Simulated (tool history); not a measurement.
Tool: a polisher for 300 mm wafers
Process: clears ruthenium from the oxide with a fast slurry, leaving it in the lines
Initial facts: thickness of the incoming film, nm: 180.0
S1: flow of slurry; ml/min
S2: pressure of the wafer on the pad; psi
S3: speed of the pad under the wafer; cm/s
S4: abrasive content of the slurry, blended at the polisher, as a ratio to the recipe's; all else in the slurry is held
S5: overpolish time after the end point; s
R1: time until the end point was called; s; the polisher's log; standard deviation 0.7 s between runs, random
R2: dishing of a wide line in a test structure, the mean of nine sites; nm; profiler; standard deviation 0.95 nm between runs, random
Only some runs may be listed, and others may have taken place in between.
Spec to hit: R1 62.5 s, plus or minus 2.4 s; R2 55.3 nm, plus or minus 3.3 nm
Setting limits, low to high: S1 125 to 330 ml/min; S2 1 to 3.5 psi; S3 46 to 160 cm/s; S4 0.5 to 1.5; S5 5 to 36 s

run	hour	S1	S2	S3	S4	S5	R1	R2
1	0	210	2.2	102	1	18	50.713	43.148
2	1.1	210	2.1	102	1	20	53.457	44.515
3	5	210	2	102	1	22	55.434	46.359
4	6.1	210	2	122	1	22	50.354	49.481
5	7.4	210	2	134	1	22	47.746	54.85
6	13.4	205	1.9	134	1	23	50.081	52.25
7	16.1	185	1.4	130	1	32	68.4	53.763
8	20.7	190	1.4	130	1	32	68.477	53.246
9	26.5	195	1.4	130	1	32	68.25	53.152

Below are 4 possible settings for the next run. Only one of them brings all results inside the allowed miss of their targets. Which is it?
A	32.3	205	1.5	116	1.25	26	?	?
B	32.3	215	1.3	132	1	35	?	?
C	32.3	190	1.4	134	1.2	31	?	?
D	32.3	250	1.4	136	0.8	34	?	?

move	R1	R2
A	63.132	49.184
B	72.27	55.345
C	63.08	55.92
D	71.462	54.651
A: puts the biggest miss on target and leaves a different result outside tolerance
B: its largest miss is bigger than the last run's
C: all results in spec
D: its largest miss is bigger than the last run's
C meets every target.
